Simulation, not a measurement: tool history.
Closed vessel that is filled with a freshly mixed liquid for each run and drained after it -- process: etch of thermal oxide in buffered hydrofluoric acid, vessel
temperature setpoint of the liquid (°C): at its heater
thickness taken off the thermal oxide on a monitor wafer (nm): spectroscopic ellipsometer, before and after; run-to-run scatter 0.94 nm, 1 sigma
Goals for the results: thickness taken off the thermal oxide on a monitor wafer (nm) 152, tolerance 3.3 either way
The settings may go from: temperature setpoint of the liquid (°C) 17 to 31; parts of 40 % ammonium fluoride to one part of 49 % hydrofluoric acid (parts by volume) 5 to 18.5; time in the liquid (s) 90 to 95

run	hour	temperature setpoint of the liquid (°C)	parts of 40 % ammonium fluoride to one part of 49 % hydrofluoric acid (parts by volume)	time in the liquid (s)	thickness taken off the thermal oxide on a monitor wafer (nm)
1	0	23	11.5	90	96.435
2	6.6	23	11.5	90	97.287
3	9.5	24.5	11.5	90	104.81
4	10.2	24.5	10	90	117.03
5	17.3	25.5	10	90	125.63
6	19	25.5	13	90	100.08
7	26.9	26.5	12.5	90	107.52
8	27.7	30.5	10	90	160.47
9	33.9	30	10	90	158.38

Which of these 5 next moves meets every target?
A	40.1	30.5	10	90	?
B	40.1	31	10	90	?
C	40.1	30.5	11	90	?
D	40.1	30	10.5	95	?
E	40.1	30	10	95	?

move	thickness taken off the thermal oxide on a monitor wafer (nm)
A	161.8
B	166.08
C	151.76
D	161.37
E	166.38
A: misses by more than the last run did
B: misses by more than the last run did
C: meets every target
D: misses by more than the last run did
E: misses by more than the last run did
Correct choice: C, which meets every target
